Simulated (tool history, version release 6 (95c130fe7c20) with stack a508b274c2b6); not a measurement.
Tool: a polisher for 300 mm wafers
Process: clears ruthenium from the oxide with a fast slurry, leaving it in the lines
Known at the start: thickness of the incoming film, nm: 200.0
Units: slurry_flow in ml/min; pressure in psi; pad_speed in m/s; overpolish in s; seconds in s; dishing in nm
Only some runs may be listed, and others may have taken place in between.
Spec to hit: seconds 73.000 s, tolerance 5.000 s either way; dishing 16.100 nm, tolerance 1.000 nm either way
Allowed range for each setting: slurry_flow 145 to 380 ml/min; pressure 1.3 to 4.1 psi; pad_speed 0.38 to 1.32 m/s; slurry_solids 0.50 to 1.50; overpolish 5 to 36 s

run,hour,slurry_flow,pressure,pad_speed,slurry_solids,overpolish,seconds,dishing
1,0.0,245,2.7,0.84,1.00,18,68.828,40.119
2,7.9,245,2.6,0.84,1.00,17,72.245,36.519
3,14.7,245,2.5,0.86,1.00,16,72.734,34.225
4,21.8,245,2.5,1.00,1.00,16,63.536,36.628
5,23.2,245,1.9,1.00,1.00,16,85.348,29.916
6,28.3,240,1.9,1.04,0.95,15,80.083,28.375
7,29.4,235,1.9,1.06,0.90,14,83.372,26.514
8,34.1,230,1.9,1.08,0.85,13,84.454,23.960
9,41.1,230,1.9,1.10,0.80,12,84.365,22.521
10,49.8,230,1.9,1.12,0.75,11,88.891,20.165
11,51.5,230,2.0,1.12,0.75,10,83.750,18.821
12,60.2,230,2.3,1.14,0.70,8,74.626,17.542
# hour 66.7: slurry nozzle cleaned
13,66.7,230,2.5,1.12,0.65,6,71.291,14.042

Consider the 4 candidate settings below. Which is the only one whose results all fall within their allowed miss of target?
A,73.2,160,2.3,1.32,0.70,5,?,?
B,73.2,225,2.7,1.10,0.60,5,?,?
C,73.2,240,3.2,0.96,0.60,5,?,?
D,73.2,255,2.6,0.96,0.75,7,?,?

move,seconds,dishing
A,65.636,12.484
B,69.808,11.779
C,66.302,12.366
D,69.818,16.132
A: further off than the last run
B: further off than the last run
C: further off than the last run
D: in spec on every target
D meets every target.
